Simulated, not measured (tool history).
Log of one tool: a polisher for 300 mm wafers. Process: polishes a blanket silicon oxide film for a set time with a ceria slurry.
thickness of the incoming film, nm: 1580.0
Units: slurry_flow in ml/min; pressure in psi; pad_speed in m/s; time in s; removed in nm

run	day	slurry_flow	pressure	pad_speed	time	removed
1	0	145	2.2	1.4	102	432.24
2	0.3	145	2.2	1.4	102	432.53
3	0.671	170	2.2	1.4	102	444.58
4	0.725	170	2	1.38	102	386.45
5	1.008	170	2	1.38	108	409.11
6	1.267	170	2	1.14	108	350.9
7	1.358	170	1.9	1.14	108	333.38
8	1.512	170	1.8	1.14	108	305.83

Run 9 comes next. What will it give?
9	1.808	170	1.7	1.14	108	?

{"run 9": {"removed": 290.47}}

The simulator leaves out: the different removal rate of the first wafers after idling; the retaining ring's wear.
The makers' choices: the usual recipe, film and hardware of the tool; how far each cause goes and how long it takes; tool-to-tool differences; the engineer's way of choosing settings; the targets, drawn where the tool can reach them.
